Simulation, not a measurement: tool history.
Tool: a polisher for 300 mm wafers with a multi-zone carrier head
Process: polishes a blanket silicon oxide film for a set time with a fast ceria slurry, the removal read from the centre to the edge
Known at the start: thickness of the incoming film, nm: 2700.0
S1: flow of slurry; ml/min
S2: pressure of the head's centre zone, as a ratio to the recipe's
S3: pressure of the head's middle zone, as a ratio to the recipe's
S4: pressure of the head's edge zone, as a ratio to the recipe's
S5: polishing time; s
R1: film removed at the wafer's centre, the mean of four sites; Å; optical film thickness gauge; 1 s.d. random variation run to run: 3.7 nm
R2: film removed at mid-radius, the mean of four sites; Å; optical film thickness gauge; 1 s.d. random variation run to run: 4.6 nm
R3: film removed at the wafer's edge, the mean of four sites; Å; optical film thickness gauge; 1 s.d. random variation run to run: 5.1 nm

run,day,S1,S2,S3,S4,S5,R1,R2,R3
1,0,140,1,1,1,47,5007.5,5055.3,5324.1
2,0.296,120,1,1,1,47,4830.3,4916.2,5264.9
3,0.379,130,1,1,1.04,49,5162.1,5233.5,5666
4,0.575,130,0.96,1,1.04,49,4922,5138.8,5572.7
5,0.746,130,0.96,1,0.99,49,4893.3,5170.1,5495.4
6,0.942,130,0.92,1,0.99,49,4688.3,5220.6,5481.9
7,1.229,170,1.01,1.01,1.09,54,5990.8,6097.8,6560.4
8,1.442,175,1.01,1.01,1.11,54,6123,6078.2,6654
9,1.596,175,1,1.01,1.12,54,5986.9,6081.5,6616.7
10,1.671,175,1,1.01,1.13,54,6016.9,6105,6784.3
11,1.921,175,1,1.01,1.13,54,6030.4,6099.3,6641.8
12,1.971,175,0.99,1.01,1.14,54,5927.8,6095.3,6707.7
13,2.017,180,0.99,1.01,1.15,54,5987.7,6100,6890.3

Run 14 is up next; what results do you expect?
# day 2.304: edge zone pressure recalibrated
14,2.304,185,0.99,1.01,1.15,54,?,?,?

R1: 6025.7 Å
R2: 6165.4 Å
R3: 6551.6 Å
